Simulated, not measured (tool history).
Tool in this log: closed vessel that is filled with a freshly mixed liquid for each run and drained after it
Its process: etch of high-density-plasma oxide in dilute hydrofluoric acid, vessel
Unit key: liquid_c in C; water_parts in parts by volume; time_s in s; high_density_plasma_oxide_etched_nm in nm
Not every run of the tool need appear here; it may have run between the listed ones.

run,hour,liquid_c,water_parts,time_s,high_density_plasma_oxide_etched_nm
1,0,21,170,30,1.5831
2,1,22.5,165,30,1.7345
3,4.9,24,165,30,1.8237
4,5.9,25,165,30,1.9051
5,8,26,165,30,1.9828
6,16.8,26,135,30,2.4811
7,21.4,25.5,135,30,2.4651

Run 8 has not been measured yet. What should we expect?
8,24.3,25,135,30,?

high_density_plasma_oxide_etched_nm: 2.3977 nm

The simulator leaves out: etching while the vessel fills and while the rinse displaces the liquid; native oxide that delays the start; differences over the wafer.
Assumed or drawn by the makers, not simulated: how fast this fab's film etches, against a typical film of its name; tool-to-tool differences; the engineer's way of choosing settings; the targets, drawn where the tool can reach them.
